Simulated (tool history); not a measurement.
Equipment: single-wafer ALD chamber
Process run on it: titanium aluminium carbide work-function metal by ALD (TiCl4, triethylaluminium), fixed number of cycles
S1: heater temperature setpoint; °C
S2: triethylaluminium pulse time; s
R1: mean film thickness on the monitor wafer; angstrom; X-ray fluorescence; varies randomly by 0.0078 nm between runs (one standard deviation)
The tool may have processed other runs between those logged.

Run 1, hour 0: S1 320 °C, S2 13.03 s. Result: R1 24.424 angstrom.
Run 2, hour 1.8: S1 315 °C, S2 11.41 s. Result: R1 23.469 angstrom.
Run 3, hour 7.1: S1 311 °C, S2 11.41 s. Result: R1 23.225 angstrom.
Run 4, hour 14.3: S1 311 °C, S2 8.36 s. Result: R1 20.786 angstrom.
Run 5, hour 17.6: S1 315 °C, S2 8.36 s. Result: R1 21.304 angstrom.
Run 6, hour 25.7: S1 311 °C, S2 8.36 s. Result: R1 20.844 angstrom.
Run 7, hour 31.4: S1 299 °C, S2 4.69 s. Result: R1 6.2668 angstrom.
Run 8, hour 38.1: S1 302 °C, S2 4.69 s. Result: R1 6.361 angstrom.
Run 9, hour 44.6: S1 306 °C, S2 4.69 s. Result: R1 6.498 angstrom.
Run 10, hour 53.6: S1 313 °C, S2 4.85 s. Result: R1 8.0265 angstrom.
Run 11, hour 58.6: S1 319 °C, S2 5.15 s. Result: R1 10.437 angstrom.
Run 12, hour 65.5: S1 319 °C, S2 5.15 s. Result: R1 10.457 angstrom.
Run 13, hour 68.4: S1 324 °C, S2 5.16 s. Result: R1 10.794 angstrom.
Run 14, hour 71.2: S1 328 °C, S2 5.38 s. Result: R1 12.499 angstrom.
Run 15, hour 80.2: S1 331 °C, S2 5.44 s. Result: R1 13.035 angstrom.
Run 16, hour 86.7: S1 333 °C, S2 5.52 s. Result: R1 13.716 angstrom.
Run 17, hour 91.1: S1 335 °C, S2 5.56 s. Result: R1 13.996 angstrom.

What will run 18 give?
Run 18, hour 100: S1 344 °C, S2 9.73 s. Result: R1 ?.

Run 18 gave R1 25.836 angstrom.
